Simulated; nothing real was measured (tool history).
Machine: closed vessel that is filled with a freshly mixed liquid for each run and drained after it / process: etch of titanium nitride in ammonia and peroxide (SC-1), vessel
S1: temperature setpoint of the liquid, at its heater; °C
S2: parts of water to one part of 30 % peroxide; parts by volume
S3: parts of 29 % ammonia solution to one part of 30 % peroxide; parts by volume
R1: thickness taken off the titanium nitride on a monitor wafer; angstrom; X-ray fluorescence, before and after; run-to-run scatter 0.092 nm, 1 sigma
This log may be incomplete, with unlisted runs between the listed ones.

{"run": 1, "hour": 0.0, "S1": 60, "S2": 13.5, "S3": 0.65, "time in the liquid (s)": 365, "R1": 371.52}
{"run": 2, "hour": 2.1, "S1": 60, "S2": 13.5, "S3": 0.55, "time in the liquid (s)": 365, "R1": 358.66}
{"run": 3, "hour": 3.1, "S1": 60, "S2": 13.5, "S3": 0.55, "time in the liquid (s)": 365, "R1": 359.43}
{"run": 4, "hour": 5.5, "S1": 60, "S2": 13.5, "S3": 0.4, "time in the liquid (s)": 365, "R1": 337.59}
{"run": 5, "hour": 13.8, "S1": 60, "S2": 13.5, "S3": 0.4, "time in the liquid (s)": 365, "R1": 338.8}
{"run": 6, "hour": 21.9, "S1": 59, "S2": 13.5, "S3": 0.4, "time in the liquid (s)": 365, "R1": 313.58}
{"run": 7, "hour": 23.7, "S1": 58, "S2": 13.5, "S3": 0.4, "time in the liquid (s)": 365, "R1": 297.02}
{"run": 8, "hour": 25.2, "S1": 57, "S2": 13.5, "S3": 0.4, "time in the liquid (s)": 365, "R1": 278.17}
{"run": 9, "hour": 28.7, "S1": 56.5, "S2": 13.5, "S3": 0.4, "time in the liquid (s)": 365, "R1": 268.43}
{"run": 10, "hour": 34.3, "S1": 56, "S2": 13.5, "S3": 0.4, "time in the liquid (s)": 365, "R1": 259.68}

Run 11 is up next; what results do you expect?
{"run": 11, "hour": 40.8, "S1": 55.5, "S2": 13.5, "S3": 0.4, "time in the liquid (s)": 365, "R1": "?"}

Run 11 measured R1 250.65 angstrom.
